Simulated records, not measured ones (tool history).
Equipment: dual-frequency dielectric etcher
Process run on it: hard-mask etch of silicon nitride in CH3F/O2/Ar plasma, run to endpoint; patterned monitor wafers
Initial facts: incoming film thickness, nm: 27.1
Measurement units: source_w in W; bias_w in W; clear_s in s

{"run": 1, "hour": 0.0, "source_w": 280, "bias_w": 100, "clear_s": 39.688}
{"run": 2, "hour": 6.8, "source_w": 260, "bias_w": 94, "clear_s": 42.93}
{"run": 3, "hour": 9.6, "source_w": 260, "bias_w": 108, "clear_s": 39.78}
{"run": 4, "hour": 11.7, "source_w": 260, "bias_w": 92, "clear_s": 42.85}
{"run": 5, "hour": 14.2, "source_w": 260, "bias_w": 79, "clear_s": 46.531}
{"run": 6, "hour": 21.4, "source_w": 250, "bias_w": 79, "clear_s": 47.36}
{"run": 7, "hour": 24.0, "source_w": 240, "bias_w": 79, "clear_s": 47.316}
{"run": 8, "hour": 32.2, "source_w": 230, "bias_w": 78, "clear_s": 48.603}
{"run": 9, "hour": 41.1, "source_w": 220, "bias_w": 78, "clear_s": 48.919}

For run 10, what comes out?
{"run": 10, "hour": 43.5, "source_w": 210, "bias_w": 77, "clear_s": "?"}

clear_s: 50.144 s
